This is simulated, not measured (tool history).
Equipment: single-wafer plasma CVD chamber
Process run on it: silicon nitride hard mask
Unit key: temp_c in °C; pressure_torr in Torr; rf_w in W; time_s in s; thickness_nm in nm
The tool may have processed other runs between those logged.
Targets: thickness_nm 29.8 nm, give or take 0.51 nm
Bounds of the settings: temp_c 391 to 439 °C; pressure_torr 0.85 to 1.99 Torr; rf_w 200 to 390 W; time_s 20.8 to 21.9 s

{"run": 1, "hour": 0.0, "temp_c": 415, "pressure_torr": 1.42, "rf_w": 295, "time_s": 21.9, "thickness_nm": 25.162}
{"run": 2, "hour": 1.2, "temp_c": 415, "pressure_torr": 1.49, "rf_w": 300, "time_s": 21.9, "thickness_nm": 25.775}
{"run": 3, "hour": 7.8, "temp_c": 415, "pressure_torr": 1.55, "rf_w": 305, "time_s": 21.9, "thickness_nm": 26.424}
{"run": 4, "hour": 12.4, "temp_c": 415, "pressure_torr": 1.6, "rf_w": 310, "time_s": 21.9, "thickness_nm": 26.913}
{"run": 5, "hour": 14.7, "temp_c": 415, "pressure_torr": 1.6, "rf_w": 310, "time_s": 20.8, "thickness_nm": 25.85}
{"run": 6, "hour": 16.9, "temp_c": 415, "pressure_torr": 1.6, "rf_w": 340, "time_s": 20.8, "thickness_nm": 27.69}
{"run": 7, "hour": 24.8, "temp_c": 415, "pressure_torr": 1.64, "rf_w": 340, "time_s": 20.8, "thickness_nm": 27.974}
{"run": 8, "hour": 31.8, "temp_c": 415, "pressure_torr": 1.67, "rf_w": 340, "time_s": 20.8, "thickness_nm": 27.908}
{"run": 9, "hour": 36.9, "temp_c": 415, "pressure_torr": 1.7, "rf_w": 340, "time_s": 20.8, "thickness_nm": 28.129}
{"run": 10, "hour": 42.0, "temp_c": 415, "pressure_torr": 1.73, "rf_w": 340, "time_s": 20.8, "thickness_nm": 28.21}
{"run": 11, "hour": 48.4, "temp_c": 415, "pressure_torr": 1.76, "rf_w": 340, "time_s": 20.8, "thickness_nm": 28.357}
{"run": 12, "hour": 49.7, "temp_c": 415, "pressure_torr": 1.78, "rf_w": 340, "time_s": 20.8, "thickness_nm": 28.417}
{"run": 13, "hour": 51.7, "temp_c": 415, "pressure_torr": 1.8, "rf_w": 340, "time_s": 20.8, "thickness_nm": 28.37}
{"run": 14, "hour": 54.1, "temp_c": 415, "pressure_torr": 1.81, "rf_w": 340, "time_s": 20.8, "thickness_nm": 28.639}
{"run": 15, "hour": 58.9, "temp_c": 415, "pressure_torr": 1.83, "rf_w": 340, "time_s": 20.8, "thickness_nm": 28.824}
{"run": 16, "hour": 67.3, "temp_c": 415, "pressure_torr": 1.85, "rf_w": 340, "time_s": 20.8, "thickness_nm": 28.762}
{"run": 17, "hour": 69.0, "temp_c": 415, "pressure_torr": 1.86, "rf_w": 340, "time_s": 20.8, "thickness_nm": 28.836}
{"run": 18, "hour": 73.2, "temp_c": 415, "pressure_torr": 1.87, "rf_w": 340, "time_s": 20.8, "thickness_nm": 28.775}

Exactly one of the 4 candidate moves below puts every result within its allowed miss. Which one?
{"run": "A", "hour": 77.4, "temp_c": 408, "pressure_torr": 1.87, "rf_w": 320, "time_s": 20.8, "thickness_nm": "?"}
{"run": "B", "hour": 77.4, "temp_c": 418, "pressure_torr": 1.92, "rf_w": 350, "time_s": 21.6, "thickness_nm": "?"}
{"run": "C", "hour": 77.4, "temp_c": 409, "pressure_torr": 1.92, "rf_w": 325, "time_s": 21.9, "thickness_nm": "?"}
{"run": "D", "hour": 77.4, "temp_c": 418, "pressure_torr": 1.99, "rf_w": 315, "time_s": 21.8, "thickness_nm": "?"}

move=A thickness_nm=27.484
move=B thickness_nm=30.594
move=C thickness_nm=29.471
move=D thickness_nm=28.77
A: its largest miss is bigger than the last run's
B: takes the result that was furthest off past its target
C: meets every target
D: just as far off the targets as the last run
So the answer is move C, the one that meets all the targets.
